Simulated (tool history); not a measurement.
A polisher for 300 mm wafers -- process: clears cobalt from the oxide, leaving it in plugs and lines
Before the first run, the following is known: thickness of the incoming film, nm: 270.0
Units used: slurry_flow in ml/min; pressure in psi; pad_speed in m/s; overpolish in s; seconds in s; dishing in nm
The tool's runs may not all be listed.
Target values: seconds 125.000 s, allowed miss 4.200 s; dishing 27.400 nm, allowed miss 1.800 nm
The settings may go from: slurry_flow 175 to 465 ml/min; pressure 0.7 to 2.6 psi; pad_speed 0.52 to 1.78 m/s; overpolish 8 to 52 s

run 1 hour=0.0 | slurry_flow=295 pressure=1.6 pad_speed=1.14 overpolish=26 | seconds=66.194 dishing=37.266
run 2 hour=6.5 | slurry_flow=295 pressure=1.4 pad_speed=1.12 overpolish=21 | seconds=75.877 dishing=34.606
run 3 hour=12.3 | slurry_flow=335 pressure=1.4 pad_speed=1.12 overpolish=21 | seconds=74.035 dishing=33.628
run 4 hour=13.2 | slurry_flow=330 pressure=1.2 pad_speed=1.10 overpolish=19 | seconds=85.206 dishing=30.264
run 5 hour=16.4 | slurry_flow=330 pressure=0.9 pad_speed=1.10 overpolish=19 | seconds=108.100 dishing=28.297
run 6 hour=24.4 | slurry_flow=330 pressure=1.1 pad_speed=1.10 overpolish=19 | seconds=92.566 dishing=30.251
run 7 hour=26.8 | slurry_flow=320 pressure=1.0 pad_speed=1.10 overpolish=19 | seconds=98.511 dishing=28.638
run 8 hour=27.4 | slurry_flow=320 pressure=0.9 pad_speed=1.10 overpolish=21 | seconds=108.280 dishing=29.678
run 9 hour=32.7 | slurry_flow=315 pressure=0.8 pad_speed=1.10 overpolish=20 | seconds=119.290 dishing=27.027
run 10 hour=38.3 | slurry_flow=310 pressure=0.8 pad_speed=1.10 overpolish=21 | seconds=117.730 dishing=27.698
run 11 hour=42.2 | slurry_flow=300 pressure=0.8 pad_speed=1.10 overpolish=21 | seconds=119.230 dishing=28.340
run 12 hour=46.4 | slurry_flow=295 pressure=0.8 pad_speed=1.10 overpolish=20 | seconds=119.700 dishing=26.795
run 13 hour=48.4 | slurry_flow=290 pressure=0.8 pad_speed=1.10 overpolish=21 | seconds=119.460 dishing=29.298
run 14 hour=51.8 | slurry_flow=290 pressure=0.8 pad_speed=1.10 overpolish=20 | seconds=118.540 dishing=27.787
run 15 hour=55.8 | slurry_flow=290 pressure=0.7 pad_speed=1.10 overpolish=20 | seconds=131.980 dishing=26.313
run 16 hour=62.1 | slurry_flow=290 pressure=0.7 pad_speed=1.10 overpolish=20 | seconds=130.020 dishing=25.924
run 17 hour=62.9 | slurry_flow=290 pressure=0.8 pad_speed=1.10 overpolish=26 | seconds=118.100 dishing=31.068
run 18 hour=68.6 | slurry_flow=285 pressure=0.8 pad_speed=1.10 overpolish=25 | seconds=117.110 dishing=30.921
run 19 hour=70.4 | slurry_flow=280 pressure=0.8 pad_speed=1.10 overpolish=24 | seconds=120.790 dishing=30.030
run 20 hour=72.4 | slurry_flow=275 pressure=0.8 pad_speed=1.10 overpolish=23 | seconds=118.280 dishing=30.191
run 21 hour=79.2 | slurry_flow=280 pressure=0.8 pad_speed=1.10 overpolish=22 | seconds=118.740 dishing=28.579
run 22 hour=85.1 | slurry_flow=275 pressure=0.8 pad_speed=1.10 overpolish=21 | seconds=120.030 dishing=28.538
run 23 hour=90.6 | slurry_flow=270 pressure=0.8 pad_speed=1.10 overpolish=21 | seconds=119.490 dishing=28.884
run 24 hour=96.0 | slurry_flow=270 pressure=0.8 pad_speed=1.10 overpolish=20 | seconds=118.800 dishing=27.503
run 25 hour=101.3 | slurry_flow=270 pressure=0.7 pad_speed=1.10 overpolish=21 | seconds=132.730 dishing=26.721
run 26 hour=102.7 | slurry_flow=280 pressure=0.7 pad_speed=1.10 overpolish=21 | seconds=130.650 dishing=27.365
run 27 hour=108.9 | slurry_flow=285 pressure=0.7 pad_speed=1.10 overpolish=21 | seconds=130.590 dishing=26.528
run 28 hour=109.5 | slurry_flow=290 pressure=0.7 pad_speed=1.10 overpolish=21 | seconds=129.140 dishing=26.759

Which one of the following 4 next-run settings gets every result inside its allowed miss? There is exactly one.
run A hour=110.1 | slurry_flow=290 pressure=0.7 pad_speed=1.02 overpolish=20 | seconds=? dishing=?
run B hour=110.1 | slurry_flow=315 pressure=0.7 pad_speed=1.16 overpolish=21 | seconds=? dishing=?
run C hour=110.1 | slurry_flow=260 pressure=0.7 pad_speed=1.06 overpolish=24 | seconds=? dishing=?
run D hour=110.1 | slurry_flow=185 pressure=0.9 pad_speed=0.90 overpolish=30 | seconds=? dishing=?

move=A seconds=139.350 dishing=24.897
move=B seconds=124.830 dishing=27.271
move=C seconds=136.300 dishing=27.992
move=D seconds=133.080 dishing=31.587
A: the biggest miss grows against the last run
B: hits every target within its allowed miss
C: the biggest miss grows against the last run
D: the biggest miss grows against the last run
Answer: B
